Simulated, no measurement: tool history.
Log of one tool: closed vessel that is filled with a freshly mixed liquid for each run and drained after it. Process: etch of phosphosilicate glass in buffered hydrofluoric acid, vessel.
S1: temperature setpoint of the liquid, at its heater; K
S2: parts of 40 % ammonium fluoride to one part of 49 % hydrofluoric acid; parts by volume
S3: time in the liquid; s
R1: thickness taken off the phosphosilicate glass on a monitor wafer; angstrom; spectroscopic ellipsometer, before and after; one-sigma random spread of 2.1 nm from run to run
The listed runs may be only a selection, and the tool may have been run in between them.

run  hour      S1    S2   S3      R1
  1     0  293.15    13  100  3879.2
  2   1.2  293.15    13  105  4025.3
  3   3.4  293.15    13  100  3819.7
  4  10.6  291.65    13  100  3575.2
  5  17.9  291.65    13  105  3741.6
  6    24  291.15  13.5  105  3513.2
  7  32.6  291.15    14  105  3375.6
  8  40.7  291.15  14.5  105  3193.4
     49.4  -- thermometer replaced
  9  49.4  290.65    15  105    3463
 10  54.8  290.65    16  105  3220.8
 11  61.1  290.65  16.5  105  3200.1
 12  68.1  290.65    17  105  3060.2

Run 13 is up next; what results do you expect?
 13    71  290.65  17.5  105   ?

{"run 13": {"R1": 2991.3}}
